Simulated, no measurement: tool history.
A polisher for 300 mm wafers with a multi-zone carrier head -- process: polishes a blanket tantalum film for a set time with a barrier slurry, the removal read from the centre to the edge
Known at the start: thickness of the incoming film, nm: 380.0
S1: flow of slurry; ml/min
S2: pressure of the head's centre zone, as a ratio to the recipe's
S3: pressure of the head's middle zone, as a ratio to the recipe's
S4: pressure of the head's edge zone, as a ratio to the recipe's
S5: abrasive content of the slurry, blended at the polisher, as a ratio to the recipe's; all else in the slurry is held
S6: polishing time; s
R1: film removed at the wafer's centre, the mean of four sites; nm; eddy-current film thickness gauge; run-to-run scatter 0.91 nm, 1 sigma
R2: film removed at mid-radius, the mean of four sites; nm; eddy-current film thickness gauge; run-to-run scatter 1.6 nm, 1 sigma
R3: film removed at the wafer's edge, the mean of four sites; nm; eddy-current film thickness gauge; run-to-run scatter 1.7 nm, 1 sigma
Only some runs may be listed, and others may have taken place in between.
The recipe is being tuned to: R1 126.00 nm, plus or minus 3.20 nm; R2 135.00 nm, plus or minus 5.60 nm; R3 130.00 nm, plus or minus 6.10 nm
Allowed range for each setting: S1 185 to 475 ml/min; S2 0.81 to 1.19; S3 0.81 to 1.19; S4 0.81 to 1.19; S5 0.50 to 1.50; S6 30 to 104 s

run  hour   S1    S2    S3    S4    S5  S6      R1      R2      R3
  1   0.0  305  1.00  1.00  1.00  1.00  67  108.76  113.06  110.94
  2   6.2  310  1.01  1.02  1.03  1.05  67  111.39  116.11  111.09
  3  10.0  310  1.01  0.98  1.03  1.05  67  111.74  110.56  111.04
  4  18.4  260  1.01  0.98  1.03  1.05  67  109.62  110.16  107.76
  5  25.6  290  1.01  1.00  1.04  1.10  67  112.58  115.71  112.18
  6  27.5  290  1.01  0.92  1.04  1.10  67  111.24  106.79  113.69
  7  29.2  320  1.02  1.02  1.14  1.35  68  120.82  124.12  123.92
  8  37.2  325  1.02  1.03  1.15  1.35  68  122.94  127.35  126.41
  9  44.6  330  1.02  1.04  1.15  1.35  68  120.63  123.75  126.17
 10  48.9  330  1.02  1.05  1.15  1.40  68  122.60  130.93  126.21
 11  52.2  335  1.02  1.05  1.15  1.40  68  121.02  129.56  129.37

Of the 5 settings listed for the next run, only one would bring every result within its allowed miss of target. Which one?
  A  55.5  420  1.12  1.04  1.19  1.50  65   ?   ?   ?
  B  55.5  270  1.02  1.07  1.11  1.50  70   ?   ?   ?
  C  55.5  315  1.11  1.04  1.14  1.45  66   ?   ?   ?
  D  55.5  290  1.12  1.06  1.15  1.45  70   ?   ?   ?
  E  55.5  310  1.02  1.11  1.15  1.35  66   ?   ?   ?

move      R1      R2      R3
   A  126.22  126.40  128.40
   B  123.12  133.75  129.08
   C  123.20  124.32  124.19
   D  130.08  132.82  131.38
   E  115.54  129.25  122.59
A: brings the last run's worst result on target, with another outside its allowed miss
B: in spec on every target
C: brings the last run's worst result on target, with another outside its allowed miss
D: takes the biggest miss from the last run beyond its target
E: the biggest miss grows against the last run
Go with B: it meets all targets.
